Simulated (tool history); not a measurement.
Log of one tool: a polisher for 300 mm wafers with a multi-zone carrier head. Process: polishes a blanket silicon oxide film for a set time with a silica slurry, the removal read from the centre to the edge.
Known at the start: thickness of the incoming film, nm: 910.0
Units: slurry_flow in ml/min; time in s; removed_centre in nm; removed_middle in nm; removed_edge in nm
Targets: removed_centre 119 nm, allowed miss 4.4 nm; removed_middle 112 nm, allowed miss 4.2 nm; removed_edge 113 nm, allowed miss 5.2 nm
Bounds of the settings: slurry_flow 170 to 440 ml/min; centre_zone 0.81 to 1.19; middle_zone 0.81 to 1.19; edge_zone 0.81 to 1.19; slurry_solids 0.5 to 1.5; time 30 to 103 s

Run 1, day 0: slurry_flow 280 ml/min, centre_zone 1, middle_zone 1, edge_zone 1, slurry_solids 1, time 66 s. Result: removed_centre 148.42 nm, removed_middle 148.02 nm, removed_edge 150.53 nm.
Run 2, day 0.104: slurry_flow 280 ml/min, centre_zone 1, middle_zone 0.99, edge_zone 0.99, slurry_solids 0.95, time 66 s. Result: removed_centre 143.1 nm, removed_middle 144.87 nm, removed_edge 142.93 nm.
Run 3, day 0.458: slurry_flow 280 ml/min, centre_zone 1, middle_zone 0.97, edge_zone 0.98, slurry_solids 0.9, time 66 s. Result: removed_centre 142.86 nm, removed_middle 139.83 nm, removed_edge 141.02 nm.
Run 4, day 0.7: slurry_flow 280 ml/min, centre_zone 1, middle_zone 0.97, edge_zone 0.98, slurry_solids 0.9, time 72 s. Result: removed_centre 153.67 nm, removed_middle 155.21 nm, removed_edge 153.09 nm.
Run 5, day 0.908: slurry_flow 280 ml/min, centre_zone 1, middle_zone 0.96, edge_zone 0.98, slurry_solids 0.85, time 71 s. Result: removed_centre 150.37 nm, removed_middle 147.82 nm, removed_edge 145.02 nm.
Run 6, day 1.083: slurry_flow 280 ml/min, centre_zone 0.99, middle_zone 0.95, edge_zone 0.98, slurry_solids 0.8, time 71 s. Result: removed_centre 143.54 nm, removed_middle 143.12 nm, removed_edge 143.46 nm.
Run 7, day 1.221: slurry_flow 280 ml/min, centre_zone 0.99, middle_zone 0.94, edge_zone 0.97, slurry_solids 0.75, time 71 s. Result: removed_centre 144.25 nm, removed_middle 133.79 nm, removed_edge 139.85 nm.
Run 8, day 1.479: slurry_flow 280 ml/min, centre_zone 0.98, middle_zone 0.95, edge_zone 0.96, slurry_solids 0.7, time 71 s. Result: removed_centre 136.51 nm, removed_middle 134.01 nm, removed_edge 135.55 nm.
Run 9, day 1.588: slurry_flow 280 ml/min, centre_zone 0.98, middle_zone 0.95, edge_zone 0.95, slurry_solids 0.7, time 71 s. Result: removed_centre 137.7 nm, removed_middle 135.45 nm, removed_edge 136.65 nm.
Run 10, day 1.867: slurry_flow 280 ml/min, centre_zone 0.98, middle_zone 0.95, edge_zone 0.94, slurry_solids 0.7, time 70 s. Result: removed_centre 135.32 nm, removed_middle 135.08 nm, removed_edge 131.21 nm.
Run 11, day 2.238: slurry_flow 280 ml/min, centre_zone 0.98, middle_zone 0.94, edge_zone 0.93, slurry_solids 0.7, time 70 s. Result: removed_centre 136.21 nm, removed_middle 130.65 nm, removed_edge 137.55 nm.
Run 12, day 2.342: slurry_flow 280 ml/min, centre_zone 0.98, middle_zone 0.94, edge_zone 0.94, slurry_solids 0.7, time 70 s. Result: removed_centre 133.14 nm, removed_middle 132.96 nm, removed_edge 132.87 nm.
Run 13, day 2.438: slurry_flow 280 ml/min, centre_zone 0.98, middle_zone 0.94, edge_zone 0.93, slurry_solids 0.7, time 70 s. Result: removed_centre 136.56 nm, removed_middle 130.05 nm, removed_edge 134.53 nm.
Run 14, day 2.712: slurry_flow 275 ml/min, centre_zone 0.99, middle_zone 0.95, edge_zone 0.93, slurry_solids 0.6, time 67 s. Result: removed_centre 124.77 nm, removed_middle 120.99 nm, removed_edge 121.04 nm.

Which of these 5 next moves meets every target?
Run A, day 2.988: slurry_flow 280 ml/min, centre_zone 0.87, middle_zone 0.85, edge_zone 0.97, slurry_solids 0.65, time 70 s. Result: removed_centre ?, removed_middle ?, removed_edge ?.
Run B, day 2.988: slurry_flow 255 ml/min, centre_zone 1.01, middle_zone 0.93, edge_zone 0.9, slurry_solids 0.55, time 67 s. Result: removed_centre ?, removed_middle ?, removed_edge ?.
Run C, day 2.988: slurry_flow 190 ml/min, centre_zone 1.06, middle_zone 0.94, edge_zone 0.86, slurry_solids 0.5, time 73 s. Result: removed_centre ?, removed_middle ?, removed_edge ?.
Run D, day 2.988: slurry_flow 270 ml/min, centre_zone 0.99, middle_zone 0.91, edge_zone 0.92, slurry_solids 0.65, time 66 s. Result: removed_centre ?, removed_middle ?, removed_edge ?.
Run E, day 2.988: slurry_flow 260 ml/min, centre_zone 1.09, middle_zone 1.14, edge_zone 0.89, slurry_solids 0.5, time 64 s. Result: removed_centre ?, removed_middle ?, removed_edge ?.

move  removed_centre  removed_middle  removed_edge
   A          115.68          117.66        131.62
   B           120.2          113.29        114.21
   C          128.72          116.95        115.59
   D          123.86          116.94           121
   E          120.28           124.5        104.84
A: further off than the last run
B: meets every target
C: as far off as the last run
D: nearer than the last run, and not there yet
E: further off than the last run
Answer: B
